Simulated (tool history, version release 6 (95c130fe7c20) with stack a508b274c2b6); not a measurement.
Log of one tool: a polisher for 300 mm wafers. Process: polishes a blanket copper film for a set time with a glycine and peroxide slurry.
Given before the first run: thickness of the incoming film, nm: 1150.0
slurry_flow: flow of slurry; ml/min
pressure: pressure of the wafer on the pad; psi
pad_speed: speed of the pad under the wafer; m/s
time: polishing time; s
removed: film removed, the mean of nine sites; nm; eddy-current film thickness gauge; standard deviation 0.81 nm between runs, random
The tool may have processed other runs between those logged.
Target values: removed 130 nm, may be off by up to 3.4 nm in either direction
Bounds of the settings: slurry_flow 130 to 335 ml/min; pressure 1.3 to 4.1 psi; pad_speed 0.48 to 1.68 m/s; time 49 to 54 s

| run | hour | slurry_flow | pressure | pad_speed | time | removed |
|---|---|---|---|---|---|---|
| 1 | 0 | 215 | 2.7 | 1.08 | 54 | 264.18 |
| 2 | 8.2 | 215 | 2.7 | 1.18 | 54 | 279.23 |
| 3 | 11 | 210 | 2.3 | 1.04 | 54 | 226.25 |
| 4 | 12.1 | 255 | 2.3 | 1.04 | 54 | 228.6 |
| 5 | 19.4 | 255 | 2 | 0.92 | 54 | 191.4 |
| 6 | 24.2 | 255 | 2 | 0.92 | 49 | 173.14 |
| 7 | 27.6 | 255 | 1.8 | 0.9 | 49 | 158.04 |
| 8 | 33.4 | 250 | 1.6 | 0.9 | 49 | 145.29 |
| 9 | 35.2 | 235 | 1.5 | 0.9 | 49 | 137.64 |
| 10 | 39.1 | 225 | 1.5 | 0.9 | 49 | 138.06 |

Which one of the following 4 next-run settings gets every result inside its allowed miss? There is exactly one.
| A | 43 | 225 | 1.5 | 0.8 | 49 | ? |
| B | 43 | 205 | 1.3 | 1.14 | 50 | ? |
| C | 43 | 255 | 1.8 | 0.7 | 50 | ? |
| D | 43 | 210 | 1.7 | 0.86 | 50 | ? |

| move | removed |
|---|---|
| A | 129.45 |
| B | 143.21 |
| C | 142.08 |
| D | 148.55 |
A: every result within its allowed miss
B: lands further from the targets than the last run did
C: lands further from the targets than the last run did
D: lands further from the targets than the last run did
So the answer is move A, the one that meets all the targets.

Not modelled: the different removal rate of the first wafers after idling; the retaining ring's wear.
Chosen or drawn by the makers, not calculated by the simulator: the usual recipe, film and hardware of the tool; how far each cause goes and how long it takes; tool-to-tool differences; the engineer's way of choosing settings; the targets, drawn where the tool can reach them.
